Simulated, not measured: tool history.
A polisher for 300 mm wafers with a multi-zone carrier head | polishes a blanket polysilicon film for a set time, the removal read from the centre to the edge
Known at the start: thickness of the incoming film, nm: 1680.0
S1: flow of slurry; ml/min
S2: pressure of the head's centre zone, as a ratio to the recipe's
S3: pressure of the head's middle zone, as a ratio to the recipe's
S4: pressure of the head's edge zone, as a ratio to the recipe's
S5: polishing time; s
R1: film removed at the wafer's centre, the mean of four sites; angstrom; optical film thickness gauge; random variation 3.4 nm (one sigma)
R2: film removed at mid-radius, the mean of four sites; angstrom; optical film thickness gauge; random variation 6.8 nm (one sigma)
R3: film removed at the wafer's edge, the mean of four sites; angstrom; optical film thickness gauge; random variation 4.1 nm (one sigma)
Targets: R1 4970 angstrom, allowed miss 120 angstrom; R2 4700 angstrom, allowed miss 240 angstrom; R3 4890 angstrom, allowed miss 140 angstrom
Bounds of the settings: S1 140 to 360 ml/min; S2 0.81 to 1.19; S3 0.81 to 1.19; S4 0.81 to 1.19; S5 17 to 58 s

{"run": 1, "hour": 0.0, "S1": 230, "S2": 1, "S3": 1, "S4": 1, "S5": 37, "R1": 3872.5, "R2": 3792.4, "R3": 3756.9}
{"run": 2, "hour": 5.2, "S1": 235, "S2": 1.01, "S3": 1.01, "S4": 1.02, "S5": 38, "R1": 3996.5, "R2": 4000.6, "R3": 3977.3}
{"run": 3, "hour": 7.3, "S1": 245, "S2": 1.04, "S3": 1.02, "S4": 1.04, "S5": 38, "R1": 4190.7, "R2": 3991.7, "R3": 3987.2}
{"run": 4, "hour": 12.1, "S1": 250, "S2": 1.04, "S3": 1.03, "S4": 1.06, "S5": 39, "R1": 4235.7, "R2": 4195.1, "R3": 4109.4}
{"run": 5, "hour": 19.3, "S1": 250, "S2": 1.04, "S3": 0.99, "S4": 1.06, "S5": 39, "R1": 4293.6, "R2": 3967.7, "R3": 4107.8}
{"run": 6, "hour": 27.1, "S1": 250, "S2": 1.04, "S3": 0.91, "S4": 1.06, "S5": 39, "R1": 4272.3, "R2": 3696.2, "R3": 4128.5}
{"run": 7, "hour": 28.5, "S1": 255, "S2": 1.04, "S3": 0.93, "S4": 1.07, "S5": 40, "R1": 4389.5, "R2": 3962.2, "R3": 4266}
{"run": 8, "hour": 35.4, "S1": 260, "S2": 1.04, "S3": 0.94, "S4": 1.08, "S5": 40, "R1": 4355, "R2": 3951.9, "R3": 4321.6}
{"run": 9, "hour": 37.8, "S1": 265, "S2": 1.05, "S3": 0.95, "S4": 1.09, "S5": 40, "R1": 4421.6, "R2": 3987, "R3": 4343.6}
{"hour": 40.5, "done": "worn pad replaced by a new one"}
{"run": 10, "hour": 40.5, "S1": 270, "S2": 1.06, "S3": 0.97, "S4": 1.1, "S5": 40, "R1": 4909.6, "R2": 4402.2, "R3": 4744.1}
{"run": 11, "hour": 42.7, "S1": 270, "S2": 1.06, "S3": 0.98, "S4": 1.1, "S5": 40, "R1": 4953.6, "R2": 4487.3, "R3": 4731}

Which of these 5 next moves meets every target?
{"run": "A", "hour": 44.9, "S1": 230, "S2": 1.07, "S3": 1.01, "S4": 0.99, "S5": 41, "R1": "?", "R2": "?", "R3": "?"}
{"run": "B", "hour": 44.9, "S1": 285, "S2": 1.11, "S3": 1.1, "S4": 1.06, "S5": 39, "R1": "?", "R2": "?", "R3": "?"}
{"run": "C", "hour": 44.9, "S1": 305, "S2": 1.04, "S3": 0.99, "S4": 1.09, "S5": 41, "R1": "?", "R2": "?", "R3": "?"}
{"run": "D", "hour": 44.9, "S1": 305, "S2": 1.1, "S3": 1.08, "S4": 1.07, "S5": 39, "R1": "?", "R2": "?", "R3": "?"}
{"run": "E", "hour": 44.9, "S1": 275, "S2": 1.18, "S3": 1.09, "S4": 1.13, "S5": 38, "R1": "?", "R2": "?", "R3": "?"}

move=A R1=4992.1 R2=4565 R3=4522.4
move=B R1=5031.7 R2=4752.5 R3=4505.8
move=C R1=4984 R2=4599.8 R3=4830.8
move=D R1=5016.4 R2=4705.4 R3=4547.2
move=E R1=5193 R2=4579.1 R3=4524.6
A: further off than the last run
B: further off than the last run
C: meets every target
D: further off than the last run
E: further off than the last run
The right move is C.
